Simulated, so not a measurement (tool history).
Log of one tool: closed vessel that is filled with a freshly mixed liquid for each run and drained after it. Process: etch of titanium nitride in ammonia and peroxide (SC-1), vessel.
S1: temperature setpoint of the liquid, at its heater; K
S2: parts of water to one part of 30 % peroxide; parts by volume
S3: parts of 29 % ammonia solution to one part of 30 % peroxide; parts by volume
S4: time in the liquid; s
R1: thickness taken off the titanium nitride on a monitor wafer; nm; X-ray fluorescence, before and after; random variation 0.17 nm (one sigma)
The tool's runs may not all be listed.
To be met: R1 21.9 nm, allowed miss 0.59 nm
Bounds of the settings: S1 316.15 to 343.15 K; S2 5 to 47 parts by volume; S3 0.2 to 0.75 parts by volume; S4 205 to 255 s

{"run": 1, "hour": 0.0, "S1": 332.15, "S2": 26, "S3": 0.45, "S4": 255, "R1": 18.445}
{"run": 2, "hour": 4.1, "S1": 332.15, "S2": 26, "S3": 0.35, "S4": 255, "R1": 17.912}
{"run": 3, "hour": 6.1, "S1": 332.65, "S2": 26, "S3": 0.35, "S4": 255, "R1": 18.483}
{"run": 4, "hour": 14.4, "S1": 333.15, "S2": 26, "S3": 0.35, "S4": 255, "R1": 18.787}
{"run": 5, "hour": 22.1, "S1": 338.65, "S2": 26, "S3": 0.35, "S4": 255, "R1": 27.39}
{"run": 6, "hour": 24.4, "S1": 338.15, "S2": 26, "S3": 0.35, "S4": 255, "R1": 26.236}
{"run": 7, "hour": 29.1, "S1": 337.65, "S2": 26, "S3": 0.35, "S4": 255, "R1": 25.108}
{"run": 8, "hour": 37.4, "S1": 337.15, "S2": 26, "S3": 0.35, "S4": 255, "R1": 24.696}
{"run": 9, "hour": 42.4, "S1": 336.65, "S2": 26, "S3": 0.35, "S4": 255, "R1": 23.665}
{"run": 10, "hour": 47.1, "S1": 336.15, "S2": 26, "S3": 0.35, "S4": 255, "R1": 22.773}

Which of these 5 next moves meets every target?
{"run": "A", "hour": 51.8, "S1": 340.15, "S2": 37.5, "S3": 0.3, "S4": 255, "R1": "?"}
{"run": "B", "hour": 51.8, "S1": 338.15, "S2": 34.5, "S3": 0.35, "S4": 250, "R1": "?"}
{"run": "C", "hour": 51.8, "S1": 337.65, "S2": 29, "S3": 0.3, "S4": 255, "R1": "?"}
{"run": "D", "hour": 51.8, "S1": 333.15, "S2": 13, "S3": 0.4, "S4": 215, "R1": "?"}
{"run": "E", "hour": 51.8, "S1": 336.15, "S2": 22.5, "S3": 0.35, "S4": 240, "R1": "?"}

move=A R1=22.924
move=B R1=21.416
move=C R1=22.696
move=D R1=23.674
move=E R1=23.1
A: further off than the last run
B: meets every target
C: nearer than the last run, and not there yet
D: further off than the last run
E: further off than the last run
Move B is the one to make.

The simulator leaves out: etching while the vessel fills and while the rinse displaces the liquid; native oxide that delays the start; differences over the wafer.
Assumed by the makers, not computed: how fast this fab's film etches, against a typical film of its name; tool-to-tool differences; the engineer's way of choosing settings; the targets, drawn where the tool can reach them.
